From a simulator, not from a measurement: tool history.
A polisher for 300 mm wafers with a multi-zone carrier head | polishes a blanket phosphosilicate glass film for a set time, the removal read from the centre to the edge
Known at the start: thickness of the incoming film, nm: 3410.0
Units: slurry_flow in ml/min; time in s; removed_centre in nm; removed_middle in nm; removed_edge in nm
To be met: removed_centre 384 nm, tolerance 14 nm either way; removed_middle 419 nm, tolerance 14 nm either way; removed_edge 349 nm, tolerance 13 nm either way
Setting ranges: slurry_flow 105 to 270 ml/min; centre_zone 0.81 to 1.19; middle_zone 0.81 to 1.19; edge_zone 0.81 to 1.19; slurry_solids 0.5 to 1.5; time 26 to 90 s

run 1 hour=0 | slurry_flow=175 centre_zone=1 middle_zone=1 edge_zone=1 slurry_solids=1 time=58 | removed_centre=667.09 removed_middle=655.53 removed_edge=690.27
run 2 hour=8.7 | slurry_flow=180 centre_zone=1.01 middle_zone=1.03 edge_zone=0.96 slurry_solids=0.9 time=53 | removed_centre=575.14 removed_middle=590.35 removed_edge=576.41
run 3 hour=12.4 | slurry_flow=180 centre_zone=1.02 middle_zone=1.04 edge_zone=0.93 slurry_solids=0.8 time=50 | removed_centre=501.39 removed_middle=526.24 removed_edge=500.69
run 4 hour=17.2 | slurry_flow=180 centre_zone=1.04 middle_zone=1.05 edge_zone=0.9 slurry_solids=0.75 time=49 | removed_centre=482.26 removed_middle=475.12 removed_edge=447.18
run 5 hour=22.7 | slurry_flow=170 centre_zone=1.03 middle_zone=1.07 edge_zone=0.88 slurry_solids=0.7 time=49 | removed_centre=439.02 removed_middle=458.18 removed_edge=413.79
run 6 hour=27.9 | slurry_flow=160 centre_zone=1.03 middle_zone=1.08 edge_zone=0.87 slurry_solids=0.7 time=49 | removed_centre=436.88 removed_middle=458.72 removed_edge=417.35
run 7 hour=28.5 | slurry_flow=160 centre_zone=1.03 middle_zone=1.1 edge_zone=0.86 slurry_solids=0.65 time=49 | removed_centre=409.32 removed_middle=436.49 removed_edge=389.25
run 8 hour=33.5 | slurry_flow=155 centre_zone=1.04 middle_zone=1.12 edge_zone=0.85 slurry_solids=0.65 time=49 | removed_centre=414.8 removed_middle=428.99 removed_edge=378.01
run 9 hour=34.3 | slurry_flow=150 centre_zone=1.03 middle_zone=1.14 edge_zone=0.84 slurry_solids=0.65 time=49 | removed_centre=405.19 removed_middle=452.62 removed_edge=378.24
run 10 hour=42.3 | slurry_flow=145 centre_zone=1.03 middle_zone=1.14 edge_zone=0.83 slurry_solids=0.65 time=49 | removed_centre=401 removed_middle=442.67 removed_edge=372
run 11 hour=45 | slurry_flow=120 centre_zone=1.05 middle_zone=1.15 edge_zone=0.81 slurry_solids=0.55 time=49 | removed_centre=335.12 removed_middle=365.61 removed_edge=301.3
run 12 hour=49.5 | slurry_flow=130 centre_zone=1.05 middle_zone=1.15 edge_zone=0.81 slurry_solids=0.55 time=49 | removed_centre=332.76 removed_middle=364.3 removed_edge=308.55
run 13 hour=52.3 | slurry_flow=140 centre_zone=1.05 middle_zone=1.16 edge_zone=0.81 slurry_solids=0.55 time=49 | removed_centre=337.15 removed_middle=364.33 removed_edge=303.96
run 14 hour=53.8 | slurry_flow=155 centre_zone=1.04 middle_zone=1.17 edge_zone=0.82 slurry_solids=0.55 time=49 | removed_centre=340.39 removed_middle=373.94 removed_edge=305.01
run 15 hour=60.2 | slurry_flow=165 centre_zone=1.04 middle_zone=1.17 edge_zone=0.83 slurry_solids=0.55 time=49 | removed_centre=344.6 removed_middle=379.16 removed_edge=315.02
run 16 hour=65.9 | slurry_flow=165 centre_zone=1.04 middle_zone=1.17 edge_zone=0.83 slurry_solids=0.55 time=49 | removed_centre=345.3 removed_middle=379.12 removed_edge=314.34
run 17 hour=72.4 | slurry_flow=170 centre_zone=1.04 middle_zone=1.17 edge_zone=0.83 slurry_solids=0.55 time=49 | removed_centre=341.96 removed_middle=372.65 removed_edge=310.32

Exercise: of the 5 proposed moves below, exactly one satisfies all targets within the stated allowed misses. Which move is it?
run A hour=78.9 | slurry_flow=185 centre_zone=1.08 middle_zone=1.03 edge_zone=0.89 slurry_solids=0.6 time=51 | removed_centre=? removed_middle=? removed_edge=?
run B hour=78.9 | slurry_flow=130 centre_zone=0.93 middle_zone=1.12 edge_zone=0.88 slurry_solids=0.7 time=44 | removed_centre=? removed_middle=? removed_edge=?
run C hour=78.9 | slurry_flow=105 centre_zone=1.06 middle_zone=1.16 edge_zone=0.81 slurry_solids=0.55 time=57 | removed_centre=? removed_middle=? removed_edge=?
run D hour=78.9 | slurry_flow=160 centre_zone=1.13 middle_zone=1.18 edge_zone=0.81 slurry_solids=0.6 time=50 | removed_centre=? removed_middle=? removed_edge=?
run E hour=78.9 | slurry_flow=105 centre_zone=0.9 middle_zone=1.1 edge_zone=0.93 slurry_solids=0.65 time=50 | removed_centre=? removed_middle=? removed_edge=?

move=A removed_centre=418.89 removed_middle=389.29 removed_edge=375.77
move=B removed_centre=358.16 removed_middle=408.4 removed_edge=368.43
move=C removed_centre=388.88 removed_middle=409.03 removed_edge=348.62
move=D removed_centre=420.89 removed_middle=422.22 removed_edge=350.41
move=E removed_centre=359.14 removed_middle=416.04 removed_edge=392.41
A: nearer than the last run, and not there yet
B: brings the result that was furthest off to its target, and leaves another outside
C: all results in spec
D: brings the result that was furthest off to its target, and leaves another outside
E: brings the result that was furthest off to its target, and leaves another outside
C is the move that brings every result within its allowed miss.

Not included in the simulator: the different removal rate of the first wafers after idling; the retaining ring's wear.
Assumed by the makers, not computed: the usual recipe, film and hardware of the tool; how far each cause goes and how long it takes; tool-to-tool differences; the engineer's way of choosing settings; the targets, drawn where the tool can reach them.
